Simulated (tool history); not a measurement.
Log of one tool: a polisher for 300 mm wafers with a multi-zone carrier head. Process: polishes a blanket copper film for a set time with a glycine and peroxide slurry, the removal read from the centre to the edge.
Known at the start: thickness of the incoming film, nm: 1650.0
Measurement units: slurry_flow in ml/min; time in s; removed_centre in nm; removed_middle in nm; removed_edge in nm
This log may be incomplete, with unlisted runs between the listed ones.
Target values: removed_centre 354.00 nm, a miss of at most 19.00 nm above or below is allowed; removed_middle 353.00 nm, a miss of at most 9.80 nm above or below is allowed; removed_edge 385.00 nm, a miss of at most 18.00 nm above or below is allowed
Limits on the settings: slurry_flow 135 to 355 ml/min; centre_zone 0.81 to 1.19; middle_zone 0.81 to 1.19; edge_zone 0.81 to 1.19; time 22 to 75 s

run	hour	slurry_flow	centre_zone	middle_zone	edge_zone	time	removed_centre	removed_middle	removed_edge
1	0.0	225	1.00	1.00	1.00	48	286.82	280.10	292.32
2	7.2	245	1.00	1.00	1.00	48	288.44	285.60	285.85
3	11.1	245	0.92	1.00	1.00	48	275.10	286.40	283.32
4	17.2	235	0.94	1.01	1.02	49	277.82	292.60	293.78
5	18.2	235	0.94	1.01	1.02	56	321.13	337.96	334.41
6	23.1	230	0.95	1.01	1.03	56	326.27	335.16	334.58
7	29.8	225	0.95	1.01	1.04	57	319.05	340.92	351.45
8	37.3	225	0.96	1.01	1.04	57	321.56	340.12	349.32
9	45.3	225	0.97	1.01	1.05	57	334.73	337.44	351.71
10	47.4	225	0.97	1.01	1.06	57	327.41	339.89	347.01
11	50.9	220	0.98	1.01	1.06	58	343.97	347.60	358.64
12	58.0	215	0.98	1.01	1.07	58	334.12	351.66	361.32
13	66.2	215	0.99	1.00	1.08	58	356.30	342.54	354.95
14	73.6	205	0.99	1.00	1.08	58	329.55	338.01	354.21
15	80.6	205	1.00	1.00	1.09	58	351.29	338.47	356.10
16	85.3	195	1.00	1.00	1.09	59	348.44	347.54	356.01
17	91.1	200	0.99	1.00	1.10	59	354.28	343.93	356.57
18	97.3	205	0.99	0.99	1.08	59	350.41	342.10	364.65

Which of these 5 next moves meets every target?
A	103.5	225	0.92	0.91	1.00	64	?	?	?
B	103.5	150	0.87	0.97	1.13	65	?	?	?
C	103.5	180	0.90	0.97	1.09	59	?	?	?
D	103.5	155	0.99	0.91	1.08	64	?	?	?
E	103.5	135	1.03	1.03	0.98	64	?	?	?

move	removed_centre	removed_middle	removed_edge
A	358.10	351.90	388.60
B	318.55	352.06	391.34
C	311.01	330.75	359.56
D	359.85	330.65	381.28
E	362.34	356.02	360.40
A: every result lands within tolerance
B: puts the biggest miss on target and leaves a different result outside tolerance
C: further off than the last run
D: puts the biggest miss on target and leaves a different result outside tolerance
E: further off than the last run
So the answer is move A, the one that meets all the targets.
